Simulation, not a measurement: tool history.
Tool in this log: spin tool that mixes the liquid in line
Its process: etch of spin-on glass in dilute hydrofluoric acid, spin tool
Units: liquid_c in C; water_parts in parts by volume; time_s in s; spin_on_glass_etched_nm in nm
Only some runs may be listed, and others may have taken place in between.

{"run": 1, "day": 0.0, "liquid_c": 21.0, "water_parts": 70, "time_s": 20, "spin_on_glass_etched_nm": 9.4983}
{"run": 2, "day": 0.046, "liquid_c": 21.0, "water_parts": 70, "time_s": 20, "spin_on_glass_etched_nm": 9.3096}
{"run": 3, "day": 0.225, "liquid_c": 21.0, "water_parts": 70, "time_s": 15, "spin_on_glass_etched_nm": 7.1592}
{"run": 4, "day": 0.508, "liquid_c": 22.5, "water_parts": 65, "time_s": 15, "spin_on_glass_etched_nm": 8.229}
{"run": 5, "day": 0.879, "liquid_c": 25.5, "water_parts": 65, "time_s": 15, "spin_on_glass_etched_nm": 9.1122}
{"run": 6, "day": 0.992, "liquid_c": 26.0, "water_parts": 60, "time_s": 15, "spin_on_glass_etched_nm": 10.368}

What does the tool deliver on the next run?
{"run": 7, "day": 1.267, "liquid_c": 26.5, "water_parts": 60, "time_s": 15, "spin_on_glass_etched_nm": "?"}

{"run 7": {"spin_on_glass_etched_nm": 10.694}}
